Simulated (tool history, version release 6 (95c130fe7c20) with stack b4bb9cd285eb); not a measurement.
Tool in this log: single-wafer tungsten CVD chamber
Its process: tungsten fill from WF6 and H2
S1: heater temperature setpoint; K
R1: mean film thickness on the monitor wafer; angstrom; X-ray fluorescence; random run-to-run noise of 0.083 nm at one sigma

{"run": 1, "hour": 0.0, "S1": 643.15, "chamber pressure (Torr)": 37.7, "deposition time (s)": 17.5, "R1": 348.93}
{"run": 2, "hour": 2.7, "S1": 643.15, "chamber pressure (Torr)": 44.4, "deposition time (s)": 17.5, "R1": 375.85}
{"run": 3, "hour": 9.2, "S1": 643.15, "chamber pressure (Torr)": 51, "deposition time (s)": 17.5, "R1": 403.19}
{"run": 4, "hour": 10.0, "S1": 639.15, "chamber pressure (Torr)": 50.8, "deposition time (s)": 17.5, "R1": 364.21}
{"run": 5, "hour": 12.9, "S1": 639.15, "chamber pressure (Torr)": 50.8, "deposition time (s)": 17.5, "R1": 364.04}
{"run": 6, "hour": 20.8, "S1": 637.15, "chamber pressure (Torr)": 50.7, "deposition time (s)": 17.5, "R1": 344.71}
{"run": 7, "hour": 22.2, "S1": 636.15, "chamber pressure (Torr)": 50.6, "deposition time (s)": 17.5, "R1": 337.16}
{"run": 8, "hour": 27.9, "S1": 635.15, "chamber pressure (Torr)": 50.5, "deposition time (s)": 17.5, "R1": 329.21}
{"run": 9, "hour": 34.6, "S1": 634.15, "chamber pressure (Torr)": 50.5, "deposition time (s)": 17.5, "R1": 321.37}

Run 10 comes next. What will it give?
{"run": 10, "hour": 37.0, "S1": 634.15, "chamber pressure (Torr)": 50.5, "deposition time (s)": 17.5, "R1": "?"}

R1: 321.17 angstrom

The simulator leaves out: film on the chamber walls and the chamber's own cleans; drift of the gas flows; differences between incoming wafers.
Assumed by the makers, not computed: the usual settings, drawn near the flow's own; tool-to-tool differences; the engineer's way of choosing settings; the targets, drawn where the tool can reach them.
